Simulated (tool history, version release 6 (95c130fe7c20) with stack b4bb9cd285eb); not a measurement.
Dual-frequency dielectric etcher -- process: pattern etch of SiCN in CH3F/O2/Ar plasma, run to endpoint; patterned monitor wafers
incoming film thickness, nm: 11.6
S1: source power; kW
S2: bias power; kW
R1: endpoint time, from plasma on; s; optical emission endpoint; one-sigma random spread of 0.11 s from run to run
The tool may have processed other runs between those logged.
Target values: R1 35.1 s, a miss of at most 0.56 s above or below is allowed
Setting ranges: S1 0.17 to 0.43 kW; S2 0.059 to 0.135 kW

{"run": 1, "hour": 0.0, "S1": 0.3, "S2": 0.097, "R1": 30.158}
{"run": 2, "hour": 4.8, "S1": 0.28, "S2": 0.096, "R1": 31.346}
{"run": 3, "hour": 12.8, "S1": 0.28, "S2": 0.084, "R1": 33.164}
{"run": 4, "hour": 18.2, "S1": 0.33, "S2": 0.084, "R1": 30.845}
{"run": 5, "hour": 26.6, "S1": 0.31, "S2": 0.084, "R1": 31.765}
{"run": 6, "hour": 31.7, "S1": 0.3, "S2": 0.084, "R1": 32.22}
{"run": 7, "hour": 40.1, "S1": 0.29, "S2": 0.084, "R1": 32.863}
{"run": 8, "hour": 46.1, "S1": 0.28, "S2": 0.084, "R1": 33.236}
{"run": 9, "hour": 51.4, "S1": 0.27, "S2": 0.084, "R1": 33.842}

Next run, 5 choices. One meets every target within its allowed miss, the rest don't. Which?
{"run": "A", "hour": 56.7, "S1": 0.33, "S2": 0.074, "R1": "?"}
{"run": "B", "hour": 56.7, "S1": 0.27, "S2": 0.085, "R1": "?"}
{"run": "C", "hour": 56.7, "S1": 0.27, "S2": 0.083, "R1": "?"}
{"run": "D", "hour": 56.7, "S1": 0.28, "S2": 0.075, "R1": "?"}
{"run": "E", "hour": 56.7, "S1": 0.26, "S2": 0.087, "R1": "?"}

move=A R1=32.876
move=B R1=33.734
move=C R1=34.111
move=D R1=35.175
move=E R1=33.948
A: misses by more than the last run did
B: misses by more than the last run did
C: nearer the targets than the last run, but a result is still out of spec
D: each result inside its tolerance
E: nearer the targets than the last run, but a result is still out of spec
D meets every target.

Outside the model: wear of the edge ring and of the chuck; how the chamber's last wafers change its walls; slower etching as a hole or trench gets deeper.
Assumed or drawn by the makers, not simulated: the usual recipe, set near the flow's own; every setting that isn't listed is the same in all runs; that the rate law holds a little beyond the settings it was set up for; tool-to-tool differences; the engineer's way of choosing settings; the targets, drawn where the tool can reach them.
